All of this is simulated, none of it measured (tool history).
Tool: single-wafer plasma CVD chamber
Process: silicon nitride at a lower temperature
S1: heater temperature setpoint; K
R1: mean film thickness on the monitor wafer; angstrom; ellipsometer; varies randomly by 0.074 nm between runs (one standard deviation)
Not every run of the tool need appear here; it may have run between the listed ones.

Run 1, hour 0.0: S1 623.15 K, chamber pressure (Torr) 1.50, RF power (W) 320, deposition time (s) 23.3. Result: R1 268.47 angstrom.
Run 2, hour 2.9: S1 623.15 K, chamber pressure (Torr) 1.32, RF power (W) 320, deposition time (s) 23.3. Result: R1 254.06 angstrom.
Run 3, hour 4.4: S1 617.15 K, chamber pressure (Torr) 1.32, RF power (W) 320, deposition time (s) 23.3. Result: R1 255.56 angstrom.
Run 4, hour 12.1: S1 626.15 K, chamber pressure (Torr) 1.32, RF power (W) 320, deposition time (s) 23.3. Result: R1 255.36 angstrom.
Run 5, hour 14.0: S1 626.15 K, chamber pressure (Torr) 1.19, RF power (W) 295, deposition time (s) 23.3. Result: R1 228.43 angstrom.
Run 6, hour 15.9: S1 626.15 K, chamber pressure (Torr) 1.00, RF power (W) 295, deposition time (s) 23.3. Result: R1 211.73 angstrom.
Run 7, hour 24.1: S1 626.15 K, chamber pressure (Torr) 0.97, RF power (W) 290, deposition time (s) 23.3. Result: R1 205.28 angstrom.

The next listed run, before its measurement:
Run 8, hour 29.1: S1 626.15 K, chamber pressure (Torr) 0.95, RF power (W) 285, deposition time (s) 23.3. Result: R1 ?.

{"run 8": {"R1": 199.92}}

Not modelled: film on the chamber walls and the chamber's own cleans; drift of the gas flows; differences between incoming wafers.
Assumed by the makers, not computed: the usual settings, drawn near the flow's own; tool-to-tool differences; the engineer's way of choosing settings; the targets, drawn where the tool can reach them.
